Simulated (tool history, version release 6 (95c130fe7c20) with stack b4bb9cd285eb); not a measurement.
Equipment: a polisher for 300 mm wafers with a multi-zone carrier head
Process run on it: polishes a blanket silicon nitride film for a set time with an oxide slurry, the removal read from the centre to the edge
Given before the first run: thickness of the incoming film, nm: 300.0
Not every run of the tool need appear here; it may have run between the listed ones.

run  hour  flow of slurry (ml/min)  pressure of the head's centre zone  pressure of the head's middle zone  pressure of the head's edge zone  abrasive content of the slurry  polishing time (s)  film removed at the wafer's centre (angstrom)  film removed at mid-radius (angstrom)  film removed at the wafer's edge (angstrom)
  1   0.0                      195                                1.00                                1.00                              1.00                            1.00                  61                                         507.09                                 518.40                                       521.20
  2   6.6                      160                                1.00                                1.00                              1.00                            1.00                  61                                         487.30                                 506.33                                       510.14
  3   9.7                      160                                0.98                                0.98                              0.98                            0.95                  61                                         476.63                                 488.86                                       503.15
  4  14.0                      160                                0.98                                0.98                              0.94                            0.95                  61                                         469.69                                 487.24                                       492.19
  5  21.8                      160                                0.97                                0.97                              0.93                            0.90                  61                                         467.50                                 473.94                                       476.15
  6  26.8                      160                                1.06                                0.97                              0.93                            0.90                  61                                         501.94                                 472.29                                       484.51
  7  28.6                      155                                1.02                                0.96                              0.93                            0.85                  61                                         467.97                                 451.96                                       466.94
  8  31.9                      155                                1.02                                0.96                              0.93                            0.85                  61                                         471.46                                 451.59                                       468.09

Run 9 has not been measured yet. What should we expect?
  9  35.8                      150                                0.99                                0.95                              0.92                            0.80                  61                                              ?                                      ?                                            ?

film removed at the wafer's centre (angstrom): 445.09
film removed at mid-radius (angstrom): 448.43
film removed at the wafer's edge (angstrom): 452.15
